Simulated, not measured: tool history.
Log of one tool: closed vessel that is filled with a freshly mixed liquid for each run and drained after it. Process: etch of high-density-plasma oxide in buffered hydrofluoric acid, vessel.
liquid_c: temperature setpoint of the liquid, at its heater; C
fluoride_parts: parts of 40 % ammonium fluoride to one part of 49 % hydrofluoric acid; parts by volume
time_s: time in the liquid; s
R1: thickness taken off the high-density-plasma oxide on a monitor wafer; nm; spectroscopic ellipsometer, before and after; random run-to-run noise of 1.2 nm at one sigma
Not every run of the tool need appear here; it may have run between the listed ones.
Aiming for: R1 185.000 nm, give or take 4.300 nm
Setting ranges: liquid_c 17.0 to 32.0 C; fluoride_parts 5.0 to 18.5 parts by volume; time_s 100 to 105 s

{"run": 1, "day": 0.0, "liquid_c": 25.0, "fluoride_parts": 11.5, "time_s": 100, "R1": 108.18}
{"run": 2, "day": 0.15, "liquid_c": 25.0, "fluoride_parts": 11.5, "time_s": 105, "R1": 111.39}
{"run": 3, "day": 0.212, "liquid_c": 22.0, "fluoride_parts": 11.5, "time_s": 105, "R1": 96.005}
{"run": 4, "day": 0.546, "liquid_c": 25.0, "fluoride_parts": 11.5, "time_s": 105, "R1": 113.02}
{"run": 5, "day": 0.879, "liquid_c": 25.0, "fluoride_parts": 11.5, "time_s": 100, "R1": 107.15}
{"run": 6, "day": 1.071, "liquid_c": 25.0, "fluoride_parts": 11.5, "time_s": 100, "R1": 106.82}
{"run": 7, "day": 1.346, "liquid_c": 27.0, "fluoride_parts": 11.0, "time_s": 100, "R1": 126.44}
{"run": 8, "day": 1.575, "liquid_c": 28.5, "fluoride_parts": 11.0, "time_s": 100, "R1": 135.98}
{"run": 9, "day": 1.954, "liquid_c": 29.5, "fluoride_parts": 10.5, "time_s": 100, "R1": 150.05}
{"run": 10, "day": 2.246, "liquid_c": 30.0, "fluoride_parts": 10.5, "time_s": 100, "R1": 154.44}
{"run": 11, "day": 2.442, "liquid_c": 30.0, "fluoride_parts": 10.5, "time_s": 100, "R1": 153.38}
{"run": 12, "day": 2.483, "liquid_c": 30.5, "fluoride_parts": 10.0, "time_s": 100, "R1": 166.27}
{"run": 13, "day": 2.521, "liquid_c": 31.0, "fluoride_parts": 10.0, "time_s": 100, "R1": 170.28}
{"run": 14, "day": 2.592, "liquid_c": 31.0, "fluoride_parts": 10.0, "time_s": 100, "R1": 170.15}
{"run": 15, "day": 2.804, "liquid_c": 31.5, "fluoride_parts": 10.0, "time_s": 100, "R1": 177.38}
{"run": 16, "day": 3.129, "liquid_c": 32.0, "fluoride_parts": 10.0, "time_s": 100, "R1": 178.43}

5 candidate next runs follow, results not yet known. Just one meets every target within its allowed miss. Identify it.
{"run": "A", "day": 3.454, "liquid_c": 31.5, "fluoride_parts": 10.5, "time_s": 105, "R1": "?"}
{"run": "B", "day": 3.454, "liquid_c": 32.0, "fluoride_parts": 9.5, "time_s": 100, "R1": "?"}
{"run": "C", "day": 3.454, "liquid_c": 32.0, "fluoride_parts": 11.0, "time_s": 105, "R1": "?"}
{"run": "D", "day": 3.454, "liquid_c": 30.0, "fluoride_parts": 9.0, "time_s": 100, "R1": "?"}
{"run": "E", "day": 3.454, "liquid_c": 32.0, "fluoride_parts": 10.5, "time_s": 100, "R1": "?"}

move=A R1=175.550
move=B R1=185.870
move=C R1=172.250
move=D R1=173.030
move=E R1=171.640
A: its largest miss is bigger than the last run's
B: in spec on every target
C: its largest miss is bigger than the last run's
D: its largest miss is bigger than the last run's
E: its largest miss is bigger than the last run's
The right move is B.

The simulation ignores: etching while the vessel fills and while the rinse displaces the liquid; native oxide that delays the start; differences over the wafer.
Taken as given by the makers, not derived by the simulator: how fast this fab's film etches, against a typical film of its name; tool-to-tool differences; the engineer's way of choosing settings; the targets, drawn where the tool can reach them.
